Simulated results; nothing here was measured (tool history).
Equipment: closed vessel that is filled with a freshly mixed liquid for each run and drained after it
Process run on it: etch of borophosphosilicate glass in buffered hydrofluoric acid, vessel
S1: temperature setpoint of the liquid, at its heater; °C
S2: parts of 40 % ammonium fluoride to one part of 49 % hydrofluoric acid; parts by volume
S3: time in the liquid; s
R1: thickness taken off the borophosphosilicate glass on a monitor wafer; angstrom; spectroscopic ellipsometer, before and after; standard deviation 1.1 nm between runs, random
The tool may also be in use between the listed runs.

run	hour	S1	S2	S3	R1
1	0.0	24.0	14.0	85	735.02
2	1.4	26.0	13.0	85	879.06
3	5.7	26.0	17.0	85	681.83
4	11.5	27.5	15.0	85	817.57
5	19.5	28.5	13.5	85	976.98
6	23.4	29.5	12.5	85	1096.90

Predict the results of run 7:
7	30.2	30.0	12.0	85	?

{"run 7": {"R1": 1185.6}}
